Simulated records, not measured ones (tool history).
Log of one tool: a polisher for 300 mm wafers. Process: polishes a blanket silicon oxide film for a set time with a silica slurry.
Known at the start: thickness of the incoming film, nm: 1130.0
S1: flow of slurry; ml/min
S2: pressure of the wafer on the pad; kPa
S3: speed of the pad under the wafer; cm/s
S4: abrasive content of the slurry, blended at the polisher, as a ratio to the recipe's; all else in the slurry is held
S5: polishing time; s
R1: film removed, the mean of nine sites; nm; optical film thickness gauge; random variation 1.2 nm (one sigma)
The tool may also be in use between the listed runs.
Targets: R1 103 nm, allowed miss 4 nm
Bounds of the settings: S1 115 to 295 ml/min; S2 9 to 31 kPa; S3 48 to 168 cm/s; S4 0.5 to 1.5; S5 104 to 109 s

| run | hour | S1 | S2 | S3 | S4 | S5 | R1 |
|---|---|---|---|---|---|---|---|
| 1 | 0 | 190 | 20 | 108 | 1 | 104 | 234.17 |
| 2 | 8.3 | 190 | 20 | 94 | 1 | 104 | 212.63 |
| 3 | 12.7 | 220 | 20 | 94 | 1 | 104 | 211.35 |
| 4 | 19.8 | 220 | 20 | 122 | 1 | 104 | 260.45 |
| 5 | 25.5 | 220 | 17.9 | 114 | 1 | 104 | 223.08 |
| 6 | 32.1 | 220 | 17.9 | 114 | 0.8 | 104 | 203.33 |
| 7 | 38.3 | 220 | 16.5 | 108 | 0.8 | 104 | 177.79 |
| 8 | 41.7 | 220 | 15.2 | 104 | 0.8 | 104 | 160.17 |
| 9 | 48.1 | 220 | 13.8 | 102 | 0.8 | 104 | 141.21 |
| 10 | 49.1 | 220 | 13.1 | 102 | 0.8 | 104 | 138.4 |
| 11 | 51.5 | 220 | 12.4 | 100 | 0.8 | 104 | 129.5 |
| 12 | 53.1 | 220 | 11.7 | 100 | 0.8 | 104 | 122.78 |
| 13 | 59.5 | 220 | 11 | 100 | 0.8 | 104 | 116.15 |
| 14 | 61.5 | 215 | 10.3 | 100 | 0.8 | 104 | 109.7 |
| 15 | 69.4 | 210 | 10.3 | 100 | 0.8 | 104 | 107.23 |

Which of these 4 next moves meets every target?
| A | 77.3 | 200 | 9 | 94 | 0.75 | 108 | ? |
| B | 77.3 | 175 | 9.7 | 76 | 1 | 109 | ? |
| C | 77.3 | 200 | 9.7 | 100 | 0.7 | 104 | ? |
| D | 77.3 | 225 | 9 | 98 | 0.9 | 107 | ? |

| move | R1 |
|---|---|
| A | 89.226 |
| B | 91.392 |
| C | 93.517 |
| D | 100.61 |
A: takes the result that was furthest off past its target
B: takes the result that was furthest off past its target
C: takes the result that was furthest off past its target
D: meets every target
Move D is the one to make.
